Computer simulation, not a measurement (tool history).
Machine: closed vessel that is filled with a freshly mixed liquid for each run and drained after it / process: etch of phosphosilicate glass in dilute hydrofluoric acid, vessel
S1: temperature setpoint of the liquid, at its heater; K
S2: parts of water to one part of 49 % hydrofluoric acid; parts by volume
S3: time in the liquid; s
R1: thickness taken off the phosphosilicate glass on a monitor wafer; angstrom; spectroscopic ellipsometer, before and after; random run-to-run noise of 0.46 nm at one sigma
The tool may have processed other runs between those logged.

run,hour,S1,S2,S3,R1
1,0.0,298.15,135,100,450.83
2,2.6,300.15,115,100,586.81
3,10.5,302.15,115,100,633.13
4,12.5,302.15,135,100,528.74
5,18.2,303.15,120,100,626.37
6,20.1,303.15,120,100,626.41
7,26.5,303.65,105,100,745.27
8,31.8,304.15,95,100,852.77
9,37.2,304.65,90,100,916.13

Run 10 has not been measured yet. What should we expect?
10,44.5,305.15,85,100,?

{"run 10": {"R1": 1004.4}}

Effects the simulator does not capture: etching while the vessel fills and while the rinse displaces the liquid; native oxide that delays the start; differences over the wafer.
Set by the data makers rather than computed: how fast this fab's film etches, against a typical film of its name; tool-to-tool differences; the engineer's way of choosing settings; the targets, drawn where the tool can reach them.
